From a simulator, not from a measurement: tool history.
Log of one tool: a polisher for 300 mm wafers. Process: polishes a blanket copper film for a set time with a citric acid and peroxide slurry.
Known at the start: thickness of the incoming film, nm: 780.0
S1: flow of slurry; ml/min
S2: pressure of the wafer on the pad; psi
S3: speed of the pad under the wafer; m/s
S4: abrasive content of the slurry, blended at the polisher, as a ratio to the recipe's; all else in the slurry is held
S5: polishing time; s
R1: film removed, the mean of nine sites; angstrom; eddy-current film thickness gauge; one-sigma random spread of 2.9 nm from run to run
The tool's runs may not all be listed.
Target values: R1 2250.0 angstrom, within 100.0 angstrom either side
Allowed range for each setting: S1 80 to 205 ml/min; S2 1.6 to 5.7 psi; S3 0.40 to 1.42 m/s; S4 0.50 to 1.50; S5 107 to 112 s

run,hour,S1,S2,S3,S4,S5,R1
1,0.0,135,3.6,0.90,1.00,107,2584.9
2,4.4,155,3.6,0.90,1.00,107,2699.6
3,9.6,155,3.6,0.90,0.90,107,2646.0
4,10.6,145,3.5,0.90,0.90,107,2503.6
5,14.7,145,4.1,0.90,0.90,107,2933.8
6,23.1,145,4.1,0.90,0.90,107,2955.8
7,29.6,140,3.8,0.90,0.90,107,2711.7
# hour 30.3: worn pad replaced by a new one
8,30.3,135,3.6,0.90,0.90,107,2762.6
9,34.9,135,2.6,0.86,0.90,107,1918.1
10,35.7,135,2.8,0.86,0.90,107,1999.4
11,44.1,135,2.9,0.86,0.90,107,2149.8

Next run, 5 choices. One meets every target within its allowed miss, the rest don't. Which?
A,52.5,130,2.9,0.78,0.95,107,?
B,52.5,130,2.0,1.22,0.85,110,?
C,52.5,150,2.2,0.96,0.90,112,?
D,52.5,125,2.9,0.96,0.80,107,?
E,52.5,170,2.7,0.86,0.90,107,?

move,R1
A,1912.0
B,2083.4
C,1915.0
D,2258.1
E,2046.5
A: moves away from the targets compared with the last run
B: moves away from the targets compared with the last run
C: moves away from the targets compared with the last run
D: meets every target
E: moves away from the targets compared with the last run
Answer: D

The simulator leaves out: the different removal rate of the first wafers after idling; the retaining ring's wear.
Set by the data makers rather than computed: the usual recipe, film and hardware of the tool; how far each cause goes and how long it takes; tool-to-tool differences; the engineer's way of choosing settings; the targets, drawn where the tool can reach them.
